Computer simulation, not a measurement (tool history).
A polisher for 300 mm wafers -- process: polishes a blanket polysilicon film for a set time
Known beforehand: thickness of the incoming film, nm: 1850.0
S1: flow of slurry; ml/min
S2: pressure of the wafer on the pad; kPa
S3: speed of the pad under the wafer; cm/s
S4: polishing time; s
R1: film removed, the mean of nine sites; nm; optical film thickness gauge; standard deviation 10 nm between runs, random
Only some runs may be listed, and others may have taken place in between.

| run | hour | S1 | S2 | S3 | S4 | R1 |
|---|---|---|---|---|---|---|
| 1 | 0 | 195 | 13.8 | 122 | 103 | 746.97 |
| 2 | 4.7 | 195 | 13.8 | 98 | 103 | 605.29 |
| 3 | 5.9 | 150 | 13.8 | 98 | 103 | 595.7 |
| 4 | 7 | 150 | 15.2 | 98 | 103 | 649.62 |
| 5 | 11.6 | 150 | 16.5 | 98 | 103 | 702.64 |
| 6 | 13.3 | 150 | 17.9 | 98 | 103 | 758.34 |

What does the tool deliver on the next run?
| 7 | 18.5 | 150 | 18.6 | 98 | 103 | ? |

{"run 7": {"R1": 780.41}}
